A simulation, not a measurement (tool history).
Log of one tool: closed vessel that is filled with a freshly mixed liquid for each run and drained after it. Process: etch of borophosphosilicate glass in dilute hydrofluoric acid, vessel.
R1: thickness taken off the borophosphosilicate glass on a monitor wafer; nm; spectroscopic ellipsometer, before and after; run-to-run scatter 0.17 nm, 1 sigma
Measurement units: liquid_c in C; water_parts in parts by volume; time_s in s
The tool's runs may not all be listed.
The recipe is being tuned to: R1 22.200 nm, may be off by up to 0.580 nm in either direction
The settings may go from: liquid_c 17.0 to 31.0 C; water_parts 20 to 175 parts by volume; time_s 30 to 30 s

run 1 hour=0.0 | liquid_c=23.0 water_parts=95 time_s=30 | R1=10.486
run 2 hour=3.9 | liquid_c=24.5 water_parts=95 time_s=30 | R1=10.969
run 3 hour=4.6 | liquid_c=26.5 water_parts=80 time_s=30 | R1=14.526
run 4 hour=9.9 | liquid_c=28.0 water_parts=75 time_s=30 | R1=16.522
run 5 hour=15.7 | liquid_c=31.0 water_parts=75 time_s=30 | R1=18.469
run 6 hour=23.6 | liquid_c=29.0 water_parts=75 time_s=30 | R1=17.029
run 7 hour=28.9 | liquid_c=29.5 water_parts=70 time_s=30 | R1=18.659
run 8 hour=33.5 | liquid_c=30.0 water_parts=65 time_s=30 | R1=20.896
run 9 hour=34.1 | liquid_c=30.5 water_parts=65 time_s=30 | R1=21.191
run 10 hour=37.0 | liquid_c=30.5 water_parts=65 time_s=30 | R1=21.463

Below are 5 possible settings for the next run. Only one of them brings all results inside the allowed miss of their targets. Which is it?
run A hour=39.9 | liquid_c=29.0 water_parts=65 time_s=30 | R1=?
run B hour=39.9 | liquid_c=28.0 water_parts=55 time_s=30 | R1=?
run C hour=39.9 | liquid_c=30.0 water_parts=65 time_s=30 | R1=?
run D hour=39.9 | liquid_c=29.5 water_parts=60 time_s=30 | R1=?
run E hour=39.9 | liquid_c=27.0 water_parts=60 time_s=30 | R1=?

move=A R1=20.090
move=B R1=23.162
move=C R1=20.886
move=D R1=22.357
move=E R1=20.258
A: moves away from the targets compared with the last run
B: moves the result that the last run missed by most past its target, out the other side
C: moves away from the targets compared with the last run
D: all results in spec
E: moves away from the targets compared with the last run
Go with D: it meets all targets.
